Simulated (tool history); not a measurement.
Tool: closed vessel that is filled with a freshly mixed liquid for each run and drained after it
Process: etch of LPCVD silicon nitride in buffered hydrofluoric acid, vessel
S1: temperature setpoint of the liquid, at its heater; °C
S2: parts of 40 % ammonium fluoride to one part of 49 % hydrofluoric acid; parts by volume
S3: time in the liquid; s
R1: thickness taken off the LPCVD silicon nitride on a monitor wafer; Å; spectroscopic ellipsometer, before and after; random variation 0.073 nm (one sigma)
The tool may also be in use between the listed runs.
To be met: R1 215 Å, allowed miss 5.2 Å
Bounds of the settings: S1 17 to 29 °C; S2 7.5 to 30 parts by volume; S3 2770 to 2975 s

run 1 hour=0 | S1=21 S2=20.5 S3=2770 | R1=191.83
run 2 hour=8.6 | S1=17.5 S2=20.5 S3=2770 | R1=156.77
run 3 hour=13.8 | S1=17.5 S2=23 S3=2770 | R1=145.58
run 4 hour=17.5 | S1=18.5 S2=23 S3=2770 | R1=153.49
run 5 hour=19.1 | S1=18.5 S2=28 S3=2770 | R1=134.7
run 6 hour=22.8 | S1=20 S2=28 S3=2770 | R1=146.58
run 7 hour=26.3 | S1=20 S2=28 S3=2770 | R1=146.83
run 8 hour=32.3 | S1=21 S2=28 S3=2770 | R1=154.37
run 9 hour=35.7 | S1=22 S2=28 S3=2770 | R1=163.49

Which of these 5 next moves meets every target?
run A hour=39.1 | S1=20.5 S2=30 S3=2830 | R1=?
run B hour=39.1 | S1=28 S2=29.5 S3=2905 | R1=?
run C hour=39.1 | S1=26.5 S2=27.5 S3=2835 | R1=?
run D hour=39.1 | S1=24 S2=26 S3=2905 | R1=?
run E hour=39.1 | S1=24.5 S2=30 S3=2875 | R1=?

move=A R1=146.72
move=B R1=230.12
move=C R1=217.3
move=D R1=201.92
move=E R1=186.14
A: further off than the last run
B: takes the result that was furthest off past its target
C: meets every target
D: nearer than the last run, and not there yet
E: nearer than the last run, and not there yet
Answer: C
